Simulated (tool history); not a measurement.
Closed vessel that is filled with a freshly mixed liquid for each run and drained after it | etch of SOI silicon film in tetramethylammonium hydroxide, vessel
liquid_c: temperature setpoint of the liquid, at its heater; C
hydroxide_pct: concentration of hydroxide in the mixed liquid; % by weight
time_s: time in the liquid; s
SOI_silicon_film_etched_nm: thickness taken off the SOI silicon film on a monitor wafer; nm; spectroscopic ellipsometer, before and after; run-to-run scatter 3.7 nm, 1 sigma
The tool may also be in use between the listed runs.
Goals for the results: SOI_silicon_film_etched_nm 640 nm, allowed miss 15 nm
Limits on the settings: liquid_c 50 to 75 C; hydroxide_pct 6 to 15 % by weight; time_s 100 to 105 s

run 1 day=0 | liquid_c=62 hydroxide_pct=10 time_s=100 | SOI_silicon_film_etched_nm=445.09
run 2 day=0.071 | liquid_c=62 hydroxide_pct=8.5 time_s=100 | SOI_silicon_film_etched_nm=478.31
run 3 day=0.233 | liquid_c=62 hydroxide_pct=7.5 time_s=100 | SOI_silicon_film_etched_nm=490.19
run 4 day=0.504 | liquid_c=62 hydroxide_pct=7.5 time_s=105 | SOI_silicon_film_etched_nm=524.38
run 5 day=0.7 | liquid_c=63 hydroxide_pct=7.5 time_s=105 | SOI_silicon_film_etched_nm=550.98
run 6 day=0.942 | liquid_c=58 hydroxide_pct=7.5 time_s=105 | SOI_silicon_film_etched_nm=402.66
run 7 day=1.154 | liquid_c=59.5 hydroxide_pct=7.5 time_s=105 | SOI_silicon_film_etched_nm=440.69
run 8 day=1.433 | liquid_c=61 hydroxide_pct=7.5 time_s=105 | SOI_silicon_film_etched_nm=480.71
run 9 day=1.775 | liquid_c=62 hydroxide_pct=7.5 time_s=105 | SOI_silicon_film_etched_nm=514.52
run 10 day=2.104 | liquid_c=66 hydroxide_pct=7.5 time_s=105 | SOI_silicon_film_etched_nm=660.56

Which single option among these 5 for the next run brings every result within its allowed miss of target? Just one does.
run A day=2.433 | liquid_c=63.5 hydroxide_pct=6 time_s=105 | SOI_silicon_film_etched_nm=?
run B day=2.433 | liquid_c=67 hydroxide_pct=8.5 time_s=105 | SOI_silicon_film_etched_nm=?
run C day=2.433 | liquid_c=66.5 hydroxide_pct=8 time_s=105 | SOI_silicon_film_etched_nm=?
run D day=2.433 | liquid_c=65.5 hydroxide_pct=6 time_s=100 | SOI_silicon_film_etched_nm=?
run E day=2.433 | liquid_c=66 hydroxide_pct=6.5 time_s=105 | SOI_silicon_film_etched_nm=?

move=A SOI_silicon_film_etched_nm=605.12
move=B SOI_silicon_film_etched_nm=680.1
move=C SOI_silicon_film_etched_nm=673.13
move=D SOI_silicon_film_etched_nm=650.61
move=E SOI_silicon_film_etched_nm=691.31
A: pushes the last run's worst result past its target
B: moves away from the targets compared with the last run
C: moves away from the targets compared with the last run
D: hits every target within its allowed miss
E: moves away from the targets compared with the last run
D is the move that brings every result within its allowed miss.

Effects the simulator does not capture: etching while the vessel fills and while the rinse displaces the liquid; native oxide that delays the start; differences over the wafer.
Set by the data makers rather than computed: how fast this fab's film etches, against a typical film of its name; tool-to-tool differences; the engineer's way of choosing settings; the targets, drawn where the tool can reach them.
